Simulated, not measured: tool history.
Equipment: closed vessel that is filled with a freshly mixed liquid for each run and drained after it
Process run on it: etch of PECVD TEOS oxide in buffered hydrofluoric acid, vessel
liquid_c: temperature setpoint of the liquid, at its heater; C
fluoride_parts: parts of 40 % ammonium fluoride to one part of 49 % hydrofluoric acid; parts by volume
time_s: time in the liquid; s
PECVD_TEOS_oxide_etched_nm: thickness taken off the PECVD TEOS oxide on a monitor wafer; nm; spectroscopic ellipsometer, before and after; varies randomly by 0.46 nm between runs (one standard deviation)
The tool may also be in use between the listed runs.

run 1 hour=0 | liquid_c=20 fluoride_parts=13.5 time_s=85 | PECVD_TEOS_oxide_etched_nm=59.305
run 2 hour=7.5 | liquid_c=21 fluoride_parts=13.5 time_s=85 | PECVD_TEOS_oxide_etched_nm=62.658
run 3 hour=10.4 | liquid_c=21 fluoride_parts=13.5 time_s=95 | PECVD_TEOS_oxide_etched_nm=69.058
run 4 hour=18.4 | liquid_c=18.5 fluoride_parts=13.5 time_s=95 | PECVD_TEOS_oxide_etched_nm=59.908
run 5 hour=22.5 | liquid_c=19 fluoride_parts=13.5 time_s=95 | PECVD_TEOS_oxide_etched_nm=62.252
run 6 hour=25.4 | liquid_c=19 fluoride_parts=10 time_s=95 | PECVD_TEOS_oxide_etched_nm=84.689
run 7 hour=29.9 | liquid_c=18.5 fluoride_parts=10 time_s=95 | PECVD_TEOS_oxide_etched_nm=81.473

Estimate the outcome of run 8 from the log above:
run 8 hour=33.7 | liquid_c=17 fluoride_parts=10.5 time_s=95 | PECVD_TEOS_oxide_etched_nm=?

{"run 8": {"PECVD_TEOS_oxide_etched_nm": 70.839}}

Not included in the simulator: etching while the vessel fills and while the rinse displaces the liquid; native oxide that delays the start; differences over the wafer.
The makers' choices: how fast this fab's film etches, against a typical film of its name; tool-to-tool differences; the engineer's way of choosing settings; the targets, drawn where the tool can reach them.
